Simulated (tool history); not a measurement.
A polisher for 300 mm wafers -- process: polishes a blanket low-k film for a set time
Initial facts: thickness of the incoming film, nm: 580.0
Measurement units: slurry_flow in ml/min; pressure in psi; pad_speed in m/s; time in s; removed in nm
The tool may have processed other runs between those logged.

run 1 hour=0 | slurry_flow=300 pressure=2.2 pad_speed=1.12 slurry_solids=1 time=73 | removed=30.425
run 2 hour=1.4 | slurry_flow=300 pressure=2.2 pad_speed=1.12 slurry_solids=1 time=76 | removed=32.215
run 3 hour=10 | slurry_flow=300 pressure=2.2 pad_speed=1.12 slurry_solids=1 time=76 | removed=31.854
run 4 hour=11.8 | slurry_flow=300 pressure=2.2 pad_speed=1.12 slurry_solids=1 time=76 | removed=31.76
run 5 hour=13.8 | slurry_flow=300 pressure=2.3 pad_speed=1.12 slurry_solids=1 time=76 | removed=33.035
run 6 hour=14.8 | slurry_flow=300 pressure=2 pad_speed=1.12 slurry_solids=1 time=76 | removed=29.446

Estimate the outcome of run 7 from the log above:
run 7 hour=17.8 | slurry_flow=300 pressure=2 pad_speed=1.12 slurry_solids=1 time=76 | removed=?

removed: 30.028 nm
